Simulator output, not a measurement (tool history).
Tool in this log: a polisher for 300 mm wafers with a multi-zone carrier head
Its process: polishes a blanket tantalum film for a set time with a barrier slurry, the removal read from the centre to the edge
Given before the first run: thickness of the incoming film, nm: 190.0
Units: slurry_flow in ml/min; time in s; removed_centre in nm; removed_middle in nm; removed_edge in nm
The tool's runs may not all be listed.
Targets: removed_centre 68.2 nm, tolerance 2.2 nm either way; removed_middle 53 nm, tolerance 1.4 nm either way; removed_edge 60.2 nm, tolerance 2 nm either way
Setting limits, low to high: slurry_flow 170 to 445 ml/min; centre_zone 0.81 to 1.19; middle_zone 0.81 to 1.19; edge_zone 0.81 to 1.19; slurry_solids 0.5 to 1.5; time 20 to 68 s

Run 1, hour 0: slurry_flow 285 ml/min, centre_zone 1, middle_zone 1, edge_zone 1, slurry_solids 1, time 44 s. Result: removed_centre 54.27 nm, removed_middle 56.145 nm, removed_edge 53.486 nm.
Run 2, hour 6.5: slurry_flow 325 ml/min, centre_zone 1, middle_zone 1, edge_zone 1, slurry_solids 1, time 44 s. Result: removed_centre 54.79 nm, removed_middle 56.159 nm, removed_edge 54.463 nm.
Run 3, hour 13.6: slurry_flow 325 ml/min, centre_zone 1, middle_zone 1, edge_zone 1, slurry_solids 1, time 48 s. Result: removed_centre 59.479 nm, removed_middle 61.863 nm, removed_edge 57.727 nm.
Run 4, hour 15.1: slurry_flow 325 ml/min, centre_zone 1.04, middle_zone 0.94, edge_zone 1.02, slurry_solids 1, time 48 s. Result: removed_centre 62.122 nm, removed_middle 58.174 nm, removed_edge 60.084 nm.
Run 5, hour 17.3: slurry_flow 325 ml/min, centre_zone 1.04, middle_zone 0.94, edge_zone 1.02, slurry_solids 0.9, time 48 s. Result: removed_centre 60.025 nm, removed_middle 56.443 nm, removed_edge 57.584 nm.
Run 6, hour 22.3: slurry_flow 330 ml/min, centre_zone 1.08, middle_zone 0.92, edge_zone 1.03, slurry_solids 0.9, time 48 s. Result: removed_centre 62.129 nm, removed_middle 55.453 nm, removed_edge 58.672 nm.
Run 7, hour 25.5: slurry_flow 335 ml/min, centre_zone 1.11, middle_zone 0.9, edge_zone 1.03, slurry_solids 0.9, time 48 s. Result: removed_centre 65.571 nm, removed_middle 54.131 nm, removed_edge 58.711 nm.
Run 8, hour 30.1: slurry_flow 335 ml/min, centre_zone 1.12, middle_zone 0.89, edge_zone 1.04, slurry_solids 0.9, time 48 s. Result: removed_centre 65.548 nm, removed_middle 54.391 nm, removed_edge 57.764 nm.
Run 9, hour 32.9: slurry_flow 340 ml/min, centre_zone 1.13, middle_zone 0.87, edge_zone 1.06, slurry_solids 0.9, time 48 s. Result: removed_centre 65.2 nm, removed_middle 53.456 nm, removed_edge 59.822 nm.

Which one of the following 4 next-run settings gets every result inside its allowed miss? There is exactly one.
Run A, hour 35.7: slurry_flow 415 ml/min, centre_zone 1.08, middle_zone 0.98, edge_zone 1.03, slurry_solids 0.9, time 46 s. Result: removed_centre ?, removed_middle ?, removed_edge ?.
Run B, hour 35.7: slurry_flow 340 ml/min, centre_zone 1.15, middle_zone 0.83, edge_zone 1.05, slurry_solids 0.85, time 54 s. Result: removed_centre ?, removed_middle ?, removed_edge ?.
Run C, hour 35.7: slurry_flow 290 ml/min, centre_zone 1.15, middle_zone 0.83, edge_zone 1.01, slurry_solids 0.85, time 51 s. Result: removed_centre ?, removed_middle ?, removed_edge ?.
Run D, hour 35.7: slurry_flow 370 ml/min, centre_zone 1.12, middle_zone 0.85, edge_zone 1.04, slurry_solids 0.85, time 46 s. Result: removed_centre ?, removed_middle ?, removed_edge ?.

move  removed_centre  removed_middle  removed_edge
   A           61.19          57.131        56.614
   B          74.051          56.664        65.433
   C          68.963          52.846         60.05
   D          61.855          49.534        55.725
A: misses by more than the last run did
B: moves the result that the last run missed by most past its target, out the other side
C: every result within its allowed miss
D: misses by more than the last run did
So the answer is move C, the one that meets all the targets.
